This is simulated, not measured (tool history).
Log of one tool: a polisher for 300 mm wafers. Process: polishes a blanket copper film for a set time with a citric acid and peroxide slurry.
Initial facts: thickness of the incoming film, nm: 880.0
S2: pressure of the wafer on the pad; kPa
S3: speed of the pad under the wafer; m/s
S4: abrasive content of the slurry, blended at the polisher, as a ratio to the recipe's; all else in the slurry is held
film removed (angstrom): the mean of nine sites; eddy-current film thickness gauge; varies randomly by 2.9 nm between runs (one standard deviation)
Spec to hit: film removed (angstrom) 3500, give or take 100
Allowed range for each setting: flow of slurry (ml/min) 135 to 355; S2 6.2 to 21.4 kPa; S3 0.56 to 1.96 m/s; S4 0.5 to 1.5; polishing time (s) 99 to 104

Run 1, hour 0: flow of slurry (ml/min) 225, S2 13.8 kPa, S3 1.26 m/s, S4 1, polishing time (s) 99. Result: film removed (angstrom) 1561.7.
Run 2, hour 5.2: flow of slurry (ml/min) 230, S2 15.9 kPa, S3 1.36 m/s, S4 1, polishing time (s) 99. Result: film removed (angstrom) 1905.2.
Run 3, hour 9.3: flow of slurry (ml/min) 175, S2 15.9 kPa, S3 1.36 m/s, S4 1, polishing time (s) 99. Result: film removed (angstrom) 1839.3.
Run 4, hour 16.4: flow of slurry (ml/min) 190, S2 17.2 kPa, S3 1.46 m/s, S4 1, polishing time (s) 99. Result: film removed (angstrom) 2111.
Run 5, hour 22.6: flow of slurry (ml/min) 190, S2 17.2 kPa, S3 1.7 m/s, S4 1, polishing time (s) 99. Result: film removed (angstrom) 2456.8.
Run 6, hour 31.3: flow of slurry (ml/min) 205, S2 18.6 kPa, S3 1.74 m/s, S4 1, polishing time (s) 99. Result: film removed (angstrom) 2741.1.
Run 7, hour 38.3: flow of slurry (ml/min) 215, S2 19.3 kPa, S3 1.78 m/s, S4 1, polishing time (s) 99. Result: film removed (angstrom) 2860.7.
Run 8, hour 41.7: flow of slurry (ml/min) 215, S2 21.4 kPa, S3 1.92 m/s, S4 1, polishing time (s) 99. Result: film removed (angstrom) 3328.3.
Run 9, hour 49.4: flow of slurry (ml/min) 215, S2 21.4 kPa, S3 1.94 m/s, S4 1, polishing time (s) 99. Result: film removed (angstrom) 3338.4.

Exactly one of the 4 candidate moves below puts every result within its allowed miss. Which one?
Run A, hour 57.1: flow of slurry (ml/min) 230, S2 20 kPa, S3 1.96 m/s, S4 1.15, polishing time (s) 103. Result: film removed (angstrom) ?.
Run B, hour 57.1: flow of slurry (ml/min) 230, S2 21.4 kPa, S3 1.82 m/s, S4 1.2, polishing time (s) 99. Result: film removed (angstrom) ?.
Run C, hour 57.1: flow of slurry (ml/min) 240, S2 18.6 kPa, S3 1.96 m/s, S4 1.25, polishing time (s) 100. Result: film removed (angstrom) ?.
Run D, hour 57.1: flow of slurry (ml/min) 195, S2 20 kPa, S3 1.86 m/s, S4 1.05, polishing time (s) 99. Result: film removed (angstrom) ?.

move  film removed (angstrom)
   A                   3494.2
   B                   3322.4
   C                   3282.1
   D                   3080.6
A: hits every target within its allowed miss
B: the biggest miss grows against the last run
C: the biggest miss grows against the last run
D: the biggest miss grows against the last run
Correct choice: A, which meets every target
